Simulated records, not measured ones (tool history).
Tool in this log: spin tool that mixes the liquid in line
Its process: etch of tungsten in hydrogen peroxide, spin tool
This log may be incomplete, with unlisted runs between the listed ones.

run  hour  temperature setpoint of the liquid (°C)  concentration of hydrogen peroxide in the mixed liquid (% by weight)  time under the liquid (s)  thickness taken off the tungsten on a monitor wafer (angstrom)
  1     0                                       48                                                                    26                         15                                                          146.63
  2   5.7                                     45.5                                                                    26                         15                                                          125.67
  3  10.3                                     45.5                                                                    30                         15                                                          132.86
  4  11.3                                     45.5                                                                    30                         15                                                          131.79
     16.2  -- peroxide flow meter replaced
  5  16.2                                     45.5                                                                    30                         15                                                          132.67
  6  18.2                                     45.5                                                                    30                         15                                                          130.27
  7  20.7                                     43.5                                                                    30                         15                                                           114.7
  8  25.3                                       42                                                                    30                         15                                                          104.72

The next listed run, before its measurement:
  9  26.6                                     40.5                                                                    30                         15                                                               ?

{"run 9": {"thickness taken off the tungsten on a monitor wafer (angstrom)": 95.36}}
